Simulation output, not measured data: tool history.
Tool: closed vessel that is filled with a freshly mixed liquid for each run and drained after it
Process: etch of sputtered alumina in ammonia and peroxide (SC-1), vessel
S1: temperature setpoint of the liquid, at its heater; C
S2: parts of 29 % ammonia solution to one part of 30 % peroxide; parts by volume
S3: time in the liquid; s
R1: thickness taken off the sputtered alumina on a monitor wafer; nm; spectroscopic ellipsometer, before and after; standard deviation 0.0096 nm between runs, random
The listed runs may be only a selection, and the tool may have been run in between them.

{"run": 1, "hour": 0.0, "S1": 53, "S2": 0.45, "S3": 30, "R1": 2.7152}
{"run": 2, "hour": 2.9, "S1": 52, "S2": 0.45, "S3": 30, "R1": 2.5742}
{"run": 3, "hour": 9.2, "S1": 45.5, "S2": 0.45, "S3": 30, "R1": 1.7891}
{"run": 4, "hour": 16.2, "S1": 46, "S2": 0.45, "S3": 30, "R1": 1.8451}
{"run": 5, "hour": 17.2, "S1": 52.5, "S2": 0.45, "S3": 30, "R1": 2.6295}
{"run": 6, "hour": 23.9, "S1": 52.5, "S2": 0.5, "S3": 30, "R1": 2.6632}
{"run": 7, "hour": 25.0, "S1": 46, "S2": 0.5, "S3": 30, "R1": 1.8679}

Predict the results of run 8:
{"run": 8, "hour": 26.4, "S1": 46.5, "S2": 0.5, "S3": 30, "R1": "?"}

{"run 8": {"R1": 1.9007}}
